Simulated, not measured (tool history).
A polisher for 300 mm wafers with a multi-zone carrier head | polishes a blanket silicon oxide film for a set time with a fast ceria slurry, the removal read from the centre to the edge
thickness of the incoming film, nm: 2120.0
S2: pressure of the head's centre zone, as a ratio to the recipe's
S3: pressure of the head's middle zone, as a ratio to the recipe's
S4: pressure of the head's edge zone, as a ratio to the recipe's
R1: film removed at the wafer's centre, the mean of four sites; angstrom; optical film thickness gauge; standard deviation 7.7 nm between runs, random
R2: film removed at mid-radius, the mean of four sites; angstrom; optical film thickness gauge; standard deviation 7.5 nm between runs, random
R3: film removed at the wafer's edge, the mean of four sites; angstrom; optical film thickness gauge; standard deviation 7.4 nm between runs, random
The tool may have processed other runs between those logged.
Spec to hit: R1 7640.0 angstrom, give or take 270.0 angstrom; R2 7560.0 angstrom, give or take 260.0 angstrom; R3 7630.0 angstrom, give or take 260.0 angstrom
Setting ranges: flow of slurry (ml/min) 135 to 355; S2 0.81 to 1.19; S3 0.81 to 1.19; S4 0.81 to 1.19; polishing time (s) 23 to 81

{"run": 1, "hour": 0.0, "flow of slurry (ml/min)": 225, "S2": 1.0, "S3": 1.0, "S4": 1.0, "polishing time (s)": 52, "R1": 9084.3, "R2": 8996.0, "R3": 8701.6}
{"run": 2, "hour": 4.1, "flow of slurry (ml/min)": 220, "S2": 0.98, "S3": 0.98, "S4": 0.98, "polishing time (s)": 51, "R1": 8623.7, "R2": 8693.3, "R3": 8290.4}
{"run": 3, "hour": 9.2, "flow of slurry (ml/min)": 215, "S2": 0.97, "S3": 0.96, "S4": 0.98, "polishing time (s)": 51, "R1": 8482.8, "R2": 8392.0, "R3": 8377.6}
{"run": 4, "hour": 12.6, "flow of slurry (ml/min)": 215, "S2": 0.97, "S3": 0.96, "S4": 0.98, "polishing time (s)": 56, "R1": 9342.6, "R2": 9124.7, "R3": 9090.6}
{"run": 5, "hour": 15.1, "flow of slurry (ml/min)": 215, "S2": 0.9, "S3": 0.96, "S4": 0.98, "polishing time (s)": 56, "R1": 8831.8, "R2": 9347.1, "R3": 9002.9}
{"run": 6, "hour": 15.7, "flow of slurry (ml/min)": 210, "S2": 0.89, "S3": 0.94, "S4": 0.95, "polishing time (s)": 55, "R1": 8508.5, "R2": 8928.0, "R3": 8750.6}
{"run": 7, "hour": 19.3, "flow of slurry (ml/min)": 205, "S2": 0.89, "S3": 0.93, "S4": 0.93, "polishing time (s)": 54, "R1": 8203.4, "R2": 8692.5, "R3": 8452.1}
{"run": 8, "hour": 26.9, "flow of slurry (ml/min)": 200, "S2": 0.9, "S3": 0.92, "S4": 0.91, "polishing time (s)": 53, "R1": 8128.8, "R2": 8404.2, "R3": 8357.7}
{"run": 9, "hour": 35.1, "flow of slurry (ml/min)": 200, "S2": 0.91, "S3": 0.92, "S4": 0.9, "polishing time (s)": 52, "R1": 7998.2, "R2": 8362.1, "R3": 8016.0}
{"run": 10, "hour": 36.3, "flow of slurry (ml/min)": 195, "S2": 0.91, "S3": 0.91, "S4": 0.89, "polishing time (s)": 52, "R1": 8099.8, "R2": 7999.9, "R3": 7976.5}
{"run": 11, "hour": 38.0, "flow of slurry (ml/min)": 190, "S2": 0.9, "S3": 0.91, "S4": 0.88, "polishing time (s)": 52, "R1": 7790.5, "R2": 8022.4, "R3": 7810.8}
{"run": 12, "hour": 43.4, "flow of slurry (ml/min)": 185, "S2": 0.9, "S3": 0.9, "S4": 0.88, "polishing time (s)": 52, "R1": 8063.4, "R2": 7925.0, "R3": 7933.0}
{"run": 13, "hour": 47.5, "flow of slurry (ml/min)": 185, "S2": 0.9, "S3": 0.9, "S4": 0.88, "polishing time (s)": 52, "R1": 7911.7, "R2": 7945.3, "R3": 7982.2}
{"run": 14, "hour": 55.6, "flow of slurry (ml/min)": 180, "S2": 0.9, "S3": 0.9, "S4": 0.87, "polishing time (s)": 52, "R1": 7865.1, "R2": 7819.0, "R3": 7775.9}

Below are 4 possible settings for the next run. Only one of them brings all results inside the allowed miss of their targets. Which is it?
{"run": "A", "hour": 63.7, "flow of slurry (ml/min)": 160, "S2": 0.94, "S3": 0.85, "S4": 0.87, "polishing time (s)": 53, "R1": "?", "R2": "?", "R3": "?"}
{"run": "B", "hour": 63.7, "flow of slurry (ml/min)": 190, "S2": 0.92, "S3": 0.94, "S4": 0.81, "polishing time (s)": 51, "R1": "?", "R2": "?", "R3": "?"}
{"run": "C", "hour": 63.7, "flow of slurry (ml/min)": 235, "S2": 0.87, "S3": 0.97, "S4": 0.83, "polishing time (s)": 49, "R1": "?", "R2": "?", "R3": "?"}
{"run": "D", "hour": 63.7, "flow of slurry (ml/min)": 140, "S2": 0.9, "S3": 0.88, "S4": 0.83, "polishing time (s)": 53, "R1": "?", "R2": "?", "R3": "?"}

move=A R1=8111.2 R2=7558.6 R3=7838.8
move=B R1=7899.2 R2=8117.8 R3=7465.1
move=C R1=7468.7 R2=8232.7 R3=7388.1
move=D R1=7617.5 R2=7601.1 R3=7562.1
A: brings the last run's worst result on target, with another outside its allowed miss
B: misses by more than the last run did
C: misses by more than the last run did
D: in spec on every target
The right move is D.
